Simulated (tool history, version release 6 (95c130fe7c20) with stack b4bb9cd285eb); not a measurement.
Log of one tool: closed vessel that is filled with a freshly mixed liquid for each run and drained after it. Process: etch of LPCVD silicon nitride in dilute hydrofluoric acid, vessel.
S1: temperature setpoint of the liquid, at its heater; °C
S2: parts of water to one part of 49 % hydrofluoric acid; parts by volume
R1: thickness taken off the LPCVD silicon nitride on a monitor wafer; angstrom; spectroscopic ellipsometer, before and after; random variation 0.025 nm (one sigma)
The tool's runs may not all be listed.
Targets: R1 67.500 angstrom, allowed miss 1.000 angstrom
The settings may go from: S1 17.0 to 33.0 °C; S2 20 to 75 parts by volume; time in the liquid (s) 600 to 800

{"run": 1, "hour": 0.0, "S1": 25.0, "S2": 45, "time in the liquid (s)": 800, "R1": 94.55}
{"run": 2, "hour": 5.2, "S1": 21.5, "S2": 45, "time in the liquid (s)": 800, "R1": 74.154}
{"run": 3, "hour": 13.1, "S1": 20.5, "S2": 45, "time in the liquid (s)": 800, "R1": 69.219}
{"run": 4, "hour": 19.0, "S1": 20.5, "S2": 55, "time in the liquid (s)": 800, "R1": 56.782}
{"run": 5, "hour": 23.0, "S1": 19.0, "S2": 55, "time in the liquid (s)": 800, "R1": 51.244}
{"run": 6, "hour": 25.0, "S1": 19.0, "S2": 55, "time in the liquid (s)": 600, "R1": 38.131}
{"run": 7, "hour": 34.5, "S1": 23.0, "S2": 55, "time in the liquid (s)": 600, "R1": 50.943}
{"run": 8, "hour": 36.3, "S1": 24.0, "S2": 55, "time in the liquid (s)": 600, "R1": 54.047}
{"run": 9, "hour": 45.1, "S1": 28.0, "S2": 55, "time in the liquid (s)": 600, "R1": 70.487}

5 next moves are on the table. One of them brings every result within its allowed miss. Which?
{"run": "A", "hour": 53.9, "S1": 24.5, "S2": 55, "time in the liquid (s)": 720, "R1": "?"}
{"run": "B", "hour": 53.9, "S1": 26.5, "S2": 55, "time in the liquid (s)": 675, "R1": "?"}
{"run": "C", "hour": 53.9, "S1": 24.5, "S2": 50, "time in the liquid (s)": 720, "R1": "?"}
{"run": "D", "hour": 53.9, "S1": 28.0, "S2": 60, "time in the liquid (s)": 645, "R1": "?"}
{"run": "E", "hour": 53.9, "S1": 27.0, "S2": 60, "time in the liquid (s)": 645, "R1": "?"}

move=A R1=67.122
move=B R1=71.867
move=C R1=73.699
move=D R1=69.508
move=E R1=65.118
A: meets every target
B: further off than the last run
C: further off than the last run
D: nearer than the last run, and not there yet
E: takes the result that was furthest off past its target
The right move is A.
